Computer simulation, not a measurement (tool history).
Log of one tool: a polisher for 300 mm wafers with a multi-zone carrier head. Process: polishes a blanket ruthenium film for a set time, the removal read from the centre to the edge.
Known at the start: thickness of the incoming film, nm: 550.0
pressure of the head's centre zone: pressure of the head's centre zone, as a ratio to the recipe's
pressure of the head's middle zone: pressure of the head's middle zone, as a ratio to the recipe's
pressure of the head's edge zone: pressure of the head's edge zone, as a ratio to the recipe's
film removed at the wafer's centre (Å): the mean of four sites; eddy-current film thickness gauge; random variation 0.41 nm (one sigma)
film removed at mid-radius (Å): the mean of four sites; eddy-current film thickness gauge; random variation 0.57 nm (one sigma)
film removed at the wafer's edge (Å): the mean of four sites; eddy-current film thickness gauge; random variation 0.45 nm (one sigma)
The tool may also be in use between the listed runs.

run,hour,flow of slurry (ml/min),pressure of the head's centre zone,pressure of the head's middle zone,pressure of the head's edge zone,polishing time (s),film removed at the wafer's centre (Å),film removed at mid-radius (Å),film removed at the wafer's edge (Å)
1,0,225,1,1,1,67,517.87,519.15,518.19
2,5.8,225,1,1.04,1,67,517.45,543.91,522.39
3,12.4,225,1,1.04,0.92,67,519.18,534.11,487.59
4,13.3,225,1,1.04,0.92,51,397.86,415.75,371.03
5,20.6,235,1.02,1.03,0.94,51,399.37,404.92,384.67
6,29.1,235,1.05,1.04,0.94,52,425.02,415.86,395.9
7,32.2,240,1.06,1.04,0.94,52,426.02,413.71,390.22
8,34.9,240,1.07,1.04,0.95,52,429.66,419.92,389.27

Run 9 comes next. What will it give?
9,40.7,245,1.08,1.04,0.96,52,?,?,?

{"run 9": {"film removed at the wafer's centre (Å)": 436.14, "film removed at mid-radius (Å)": 420.06, "film removed at the wafer's edge (Å)": 393.55}}
